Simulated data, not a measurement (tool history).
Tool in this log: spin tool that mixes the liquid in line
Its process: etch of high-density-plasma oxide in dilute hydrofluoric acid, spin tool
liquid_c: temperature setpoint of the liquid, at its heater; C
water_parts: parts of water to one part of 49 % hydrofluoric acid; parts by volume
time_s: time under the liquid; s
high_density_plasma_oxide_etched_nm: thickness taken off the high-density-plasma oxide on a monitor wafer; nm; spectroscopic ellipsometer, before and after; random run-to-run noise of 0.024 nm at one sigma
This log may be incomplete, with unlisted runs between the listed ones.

run,hour,liquid_c,water_parts,time_s,high_density_plasma_oxide_etched_nm
1,0.0,24.0,280,290,5.2712
2,5.4,24.0,280,290,5.2491
3,7.8,24.0,280,310,5.6770
4,10.9,24.0,240,310,6.9346
5,14.7,22.5,265,310,5.7351
6,17.5,19.5,265,310,5.2509
7,24.1,19.0,285,310,4.7035

Predict the results of run 8:
8,32.1,18.5,300,310,?

high_density_plasma_oxide_etched_nm: 4.2136 nm
